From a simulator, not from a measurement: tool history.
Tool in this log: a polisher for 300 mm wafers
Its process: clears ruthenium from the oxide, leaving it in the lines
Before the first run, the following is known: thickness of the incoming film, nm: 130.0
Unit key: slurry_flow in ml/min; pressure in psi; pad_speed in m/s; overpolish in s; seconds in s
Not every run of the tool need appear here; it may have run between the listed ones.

{"run": 1, "day": 0.0, "slurry_flow": 155, "pressure": 2.1, "pad_speed": 0.9, "overpolish": 30, "seconds": 147.68}
{"run": 2, "day": 0.158, "slurry_flow": 155, "pressure": 1.9, "pad_speed": 0.9, "overpolish": 30, "seconds": 157.07}
{"run": 3, "day": 0.212, "slurry_flow": 155, "pressure": 1.9, "pad_speed": 1.06, "overpolish": 30, "seconds": 134.39}
{"run": 4, "day": 0.429, "slurry_flow": 160, "pressure": 2.1, "pad_speed": 1.06, "overpolish": 30, "seconds": 125.25}
{"run": 5, "day": 0.488, "slurry_flow": 160, "pressure": 2.1, "pad_speed": 0.96, "overpolish": 30, "seconds": 135.55}
{"run": 6, "day": 0.533, "slurry_flow": 160, "pressure": 2.1, "pad_speed": 1.1, "overpolish": 30, "seconds": 119.85}
{"run": 7, "day": 0.858, "slurry_flow": 160, "pressure": 2.2, "pad_speed": 1.1, "overpolish": 30, "seconds": 116.0}
{"run": 8, "day": 1.167, "slurry_flow": 165, "pressure": 2.3, "pad_speed": 1.1, "overpolish": 30, "seconds": 113.15}

Run 9, settings as shown, results not yet in. Your forecast:
{"run": 9, "day": 1.525, "slurry_flow": 165, "pressure": 2.4, "pad_speed": 1.1, "overpolish": 30, "seconds": "?"}

Run 9 gave seconds 110.99 s.

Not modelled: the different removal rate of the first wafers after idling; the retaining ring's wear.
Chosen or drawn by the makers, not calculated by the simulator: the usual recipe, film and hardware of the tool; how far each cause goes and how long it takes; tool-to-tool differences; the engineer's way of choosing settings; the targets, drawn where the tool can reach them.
